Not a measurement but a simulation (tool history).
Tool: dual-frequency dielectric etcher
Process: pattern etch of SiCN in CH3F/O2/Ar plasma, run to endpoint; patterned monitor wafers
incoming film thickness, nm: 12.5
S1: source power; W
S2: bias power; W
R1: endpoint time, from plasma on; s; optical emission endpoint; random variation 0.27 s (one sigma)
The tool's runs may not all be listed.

| run | hour | S1 | S2 | R1 |
|---|---|---|---|---|
| 1 | 0 | 540 | 87 | 24.737 |
| 2 | 1.1 | 480 | 80 | 26.64 |
| 3 | 9.4 | 480 | 89 | 26.007 |
| 4 | 13 | 480 | 78 | 26.924 |
| 5 | 19.4 | 440 | 75 | 27.528 |
| 6 | 22.2 | 520 | 75 | 26.472 |
| 7 | 23.3 | 470 | 70 | 27.75 |

The next listed run, before its measurement:
| 8 | 24.9 | 360 | 57 | ? |

{"run 8": {"R1": 31.923}}
